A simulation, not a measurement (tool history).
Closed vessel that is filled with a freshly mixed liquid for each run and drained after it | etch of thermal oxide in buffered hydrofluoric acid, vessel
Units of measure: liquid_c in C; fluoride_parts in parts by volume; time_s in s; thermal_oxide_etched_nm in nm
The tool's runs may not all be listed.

run 1 day=0.000 | liquid_c=20.0 fluoride_parts=7.5 time_s=35 | thermal_oxide_etched_nm=37.906
run 2 day=0.079 | liquid_c=22.5 fluoride_parts=7.5 time_s=35 | thermal_oxide_etched_nm=43.482
run 3 day=0.421 | liquid_c=23.0 fluoride_parts=7.5 time_s=35 | thermal_oxide_etched_nm=44.909
run 4 day=0.758 | liquid_c=23.0 fluoride_parts=9.5 time_s=35 | thermal_oxide_etched_nm=36.269
run 5 day=1.021 | liquid_c=24.0 fluoride_parts=9.5 time_s=35 | thermal_oxide_etched_nm=38.400
run 6 day=1.238 | liquid_c=25.0 fluoride_parts=9.5 time_s=35 | thermal_oxide_etched_nm=39.821
run 7 day=1.525 | liquid_c=25.5 fluoride_parts=9.5 time_s=35 | thermal_oxide_etched_nm=41.056
run 8 day=1.708 | liquid_c=26.0 fluoride_parts=9.5 time_s=35 | thermal_oxide_etched_nm=42.570
run 9 day=2.050 | liquid_c=26.5 fluoride_parts=9.5 time_s=35 | thermal_oxide_etched_nm=43.464
run 10 day=2.179 | liquid_c=27.0 fluoride_parts=9.5 time_s=35 | thermal_oxide_etched_nm=45.298

What will run 11 give?
run 11 day=2.425 | liquid_c=27.5 fluoride_parts=9.5 time_s=35 | thermal_oxide_etched_nm=?

thermal_oxide_etched_nm: 45.596 nm
